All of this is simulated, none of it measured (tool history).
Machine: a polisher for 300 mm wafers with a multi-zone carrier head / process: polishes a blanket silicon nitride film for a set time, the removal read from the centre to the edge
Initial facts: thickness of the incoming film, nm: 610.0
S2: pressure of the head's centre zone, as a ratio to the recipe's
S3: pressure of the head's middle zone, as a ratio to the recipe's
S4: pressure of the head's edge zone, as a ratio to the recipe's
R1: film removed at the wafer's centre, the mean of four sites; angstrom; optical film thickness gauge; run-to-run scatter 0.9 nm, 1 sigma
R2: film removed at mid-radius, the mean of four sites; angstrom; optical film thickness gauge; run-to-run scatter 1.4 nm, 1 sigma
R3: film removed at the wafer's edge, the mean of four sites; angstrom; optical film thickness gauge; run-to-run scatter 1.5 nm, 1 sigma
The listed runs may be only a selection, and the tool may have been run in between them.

run 1 hour=0.0 | flow_of_slurry_(ml/min)=300 S2=1.00 S3=1.00 S4=1.00 polishing_time_(s)=67 | R1=1311.6 R2=1314.0 R3=1319.9
run 2 hour=7.0 | flow_of_slurry_(ml/min)=300 S2=1.01 S3=0.98 S4=0.98 polishing_time_(s)=66 | R1=1287.8 R2=1271.7 R3=1276.5
run 3 hour=14.0 | flow_of_slurry_(ml/min)=300 S2=1.01 S3=0.98 S4=0.98 polishing_time_(s)=60 | R1=1180.4 R2=1140.4 R3=1164.2
run 4 hour=22.0 | flow_of_slurry_(ml/min)=300 S2=1.01 S3=0.93 S4=0.98 polishing_time_(s)=60 | R1=1184.2 R2=1099.9 R3=1152.6
run 5 hour=25.5 | flow_of_slurry_(ml/min)=300 S2=1.01 S3=0.86 S4=0.98 polishing_time_(s)=60 | R1=1193.2 R2=1044.0 R3=1138.2
run 6 hour=34.4 | flow_of_slurry_(ml/min)=300 S2=1.01 S3=0.90 S4=0.98 polishing_time_(s)=60 | R1=1191.0 R2=1058.1 R3=1172.8

For run 7, what comes out?
run 7 hour=37.9 | flow_of_slurry_(ml/min)=300 S2=1.02 S3=0.90 S4=0.96 polishing_time_(s)=60 | R1=? R2=? R3=?

R1: 1213.4 angstrom
R2: 1083.2 angstrom
R3: 1142.4 angstrom
